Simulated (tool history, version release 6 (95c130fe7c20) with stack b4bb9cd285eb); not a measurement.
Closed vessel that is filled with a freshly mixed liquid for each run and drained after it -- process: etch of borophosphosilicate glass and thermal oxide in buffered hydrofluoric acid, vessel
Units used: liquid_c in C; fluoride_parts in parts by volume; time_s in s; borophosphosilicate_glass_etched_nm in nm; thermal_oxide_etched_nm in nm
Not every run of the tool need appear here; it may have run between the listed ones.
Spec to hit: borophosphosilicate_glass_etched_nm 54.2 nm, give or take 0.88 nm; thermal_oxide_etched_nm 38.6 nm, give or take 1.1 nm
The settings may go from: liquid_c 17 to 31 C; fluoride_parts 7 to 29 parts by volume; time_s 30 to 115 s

| run | hour | liquid_c | fluoride_parts | time_s | borophosphosilicate_glass_etched_nm | thermal_oxide_etched_nm |
|---|---|---|---|---|---|---|
| 1 | 0 | 23 | 18 | 60 | 48.657 | 34.877 |
| 2 | 3.4 | 23 | 18 | 40 | 32.41 | 23.406 |
| 3 | 4.5 | 25 | 17.5 | 40 | 37.144 | 26.61 |
| 4 | 9.3 | 26.5 | 17 | 40 | 41.576 | 29.594 |
| 5 | 17.7 | 27.5 | 17 | 40 | 43.61 | 31.214 |
| 6 | 26.4 | 27.5 | 17 | 60 | 65.394 | 46.907 |
| 7 | 32.8 | 26.5 | 17 | 60 | 62.239 | 44.516 |
| 8 | 40.8 | 26.5 | 17 | 60 | 61.876 | 44.254 |
| 9 | 44.5 | 26 | 17 | 60 | 60.744 | 43.239 |
| 10 | 53 | 25.5 | 17 | 60 | 58.807 | 41.871 |
| 11 | 57.5 | 25 | 17 | 60 | 57.304 | 40.761 |
| 12 | 62.5 | 24.5 | 17 | 60 | 55.711 | 39.819 |

Of the 4 settings listed for the next run, only one would bring every result within its allowed miss of target. Which one?
| A | 67.5 | 23 | 18.5 | 65 | ? | ? |
| B | 67.5 | 18.5 | 15.5 | 70 | ? | ? |
| C | 67.5 | 29.5 | 20.5 | 55 | ? | ? |
| D | 67.5 | 24.5 | 23 | 75 | ? | ? |

| move | borophosphosilicate_glass_etched_nm | thermal_oxide_etched_nm |
|---|---|---|
| A | 51.189 | 36.423 |
| B | 51.229 | 36.324 |
| C | 55.818 | 39.855 |
| D | 53.859 | 38.379 |
A: takes the result that was furthest off past its target
B: takes the result that was furthest off past its target
C: further off than the last run
D: all results in spec
Correct choice: D, which meets every target

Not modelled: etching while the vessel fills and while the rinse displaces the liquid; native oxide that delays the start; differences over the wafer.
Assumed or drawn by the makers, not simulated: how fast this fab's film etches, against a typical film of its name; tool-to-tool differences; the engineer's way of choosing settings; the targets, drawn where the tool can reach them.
